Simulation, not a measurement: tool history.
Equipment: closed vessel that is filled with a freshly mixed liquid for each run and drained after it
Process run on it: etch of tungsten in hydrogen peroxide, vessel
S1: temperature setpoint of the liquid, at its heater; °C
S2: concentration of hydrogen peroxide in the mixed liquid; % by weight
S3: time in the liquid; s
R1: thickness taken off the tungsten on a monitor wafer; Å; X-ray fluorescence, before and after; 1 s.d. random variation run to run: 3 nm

run 1 hour=0 | S1=52 S2=15.5 S3=85 | R1=1725.8
run 2 hour=5.9 | S1=49 S2=15.5 S3=85 | R1=1424.4
run 3 hour=13.8 | S1=51 S2=15.5 S3=85 | R1=1593.2
run 4 hour=21.1 | S1=53 S2=15.5 S3=85 | R1=1829.9
run 5 hour=29.5 | S1=54.5 S2=15.5 S3=85 | R1=1998.3
run 6 hour=30.7 | S1=55.5 S2=15.5 S3=85 | R1=2107.6
run 7 hour=35.7 | S1=56.5 S2=15.5 S3=85 | R1=2211.4
run 8 hour=41.5 | S1=57.5 S2=15.5 S3=85 | R1=2343.1
run 9 hour=43.6 | S1=57.5 S2=15.5 S3=85 | R1=2389.4
run 10 hour=47.8 | S1=58 S2=15.5 S3=85 | R1=2432.6
run 11 hour=49.8 | S1=58.5 S2=15.5 S3=85 | R1=2558.8
run 12 hour=51.3 | S1=59 S2=15.5 S3=85 | R1=2639.3

What will run 13 give?
run 13 hour=53 | S1=59.5 S2=15.5 S3=85 | R1=?

{"run 13": {"R1": 2647}}

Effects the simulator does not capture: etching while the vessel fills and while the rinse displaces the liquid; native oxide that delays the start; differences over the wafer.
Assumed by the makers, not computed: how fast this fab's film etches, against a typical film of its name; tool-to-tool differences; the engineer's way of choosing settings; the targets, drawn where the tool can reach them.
